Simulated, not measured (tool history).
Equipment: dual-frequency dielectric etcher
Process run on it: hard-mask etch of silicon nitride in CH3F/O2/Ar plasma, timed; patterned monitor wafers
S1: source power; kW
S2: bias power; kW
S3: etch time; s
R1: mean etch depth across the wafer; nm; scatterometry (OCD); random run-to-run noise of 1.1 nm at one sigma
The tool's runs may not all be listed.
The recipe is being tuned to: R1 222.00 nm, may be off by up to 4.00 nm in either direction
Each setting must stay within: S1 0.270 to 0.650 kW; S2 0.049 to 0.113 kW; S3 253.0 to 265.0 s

| run | hour | S1 | S2 | S3 | R1 |
|---|---|---|---|---|---|
| 1 | 0.0 | 0.460 | 0.081 | 253.0 | 192.16 |
| 2 | 8.1 | 0.460 | 0.073 | 253.0 | 187.43 |
| 3 | 16.9 | 0.460 | 0.063 | 253.0 | 179.39 |
| 4 | 18.5 | 0.500 | 0.067 | 253.5 | 187.19 |
| 5 | 25.3 | 0.530 | 0.072 | 254.5 | 195.08 |
| 6 | 26.3 | 0.550 | 0.076 | 255.5 | 201.34 |
| 7 | 33.0 | 0.570 | 0.079 | 256.0 | 208.11 |
| 8 | 38.9 | 0.570 | 0.079 | 256.0 | 207.25 |
| 9 | 40.6 | 0.590 | 0.081 | 256.5 | 209.07 |
| 10 | 48.8 | 0.600 | 0.083 | 257.0 | 213.00 |
| 11 | 49.5 | 0.610 | 0.084 | 257.5 | 217.85 |
| 12 | 50.4 | 0.620 | 0.084 | 257.5 | 217.51 |

Which of these 5 next moves meets every target?
| A | 51.3 | 0.580 | 0.096 | 256.5 | ? |
| B | 51.3 | 0.550 | 0.080 | 263.0 | ? |
| C | 51.3 | 0.620 | 0.072 | 265.0 | ? |
| D | 51.3 | 0.610 | 0.079 | 258.0 | ? |
| E | 51.3 | 0.610 | 0.075 | 261.0 | ? |

| move | R1 |
|---|---|
| A | 221.96 |
| B | 211.80 |
| C | 215.01 |
| D | 213.87 |
| E | 213.13 |
A: meets every target
B: lands further from the targets than the last run did
C: lands further from the targets than the last run did
D: lands further from the targets than the last run did
E: lands further from the targets than the last run did
A is the move that brings every result within its allowed miss.
